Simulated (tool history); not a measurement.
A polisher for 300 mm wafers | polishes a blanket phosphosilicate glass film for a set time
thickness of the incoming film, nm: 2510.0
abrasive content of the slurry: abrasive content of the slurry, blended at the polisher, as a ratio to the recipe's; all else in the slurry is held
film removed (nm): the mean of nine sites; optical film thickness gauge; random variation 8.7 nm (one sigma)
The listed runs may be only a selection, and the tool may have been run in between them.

run	hour	flow of slurry (ml/min)	pressure of the wafer on the pad (psi)	speed of the pad under the wafer (m/s)	abrasive content of the slurry	polishing time (s)	film removed (nm)
1	0	255	4.1	1.1	1	101	1095.6
2	4.5	255	3.7	1.08	1	101	945.47
3	11.7	255	3.7	1.08	0.9	101	919.66
4	19.9	255	3.7	1.08	0.8	101	858.54
5	23.2	255	3.5	1.08	0.8	101	785.91
6	24	255	3.4	1.08	0.8	101	774.77
7	29.8	255	3.3	1.08	0.8	101	760.34
8	33.4	255	2.6	1.06	0.8	101	592.73

What does the tool deliver on the next run?
9	35.6	255	2.7	1.06	0.8	101	?

film removed (nm): 618.18
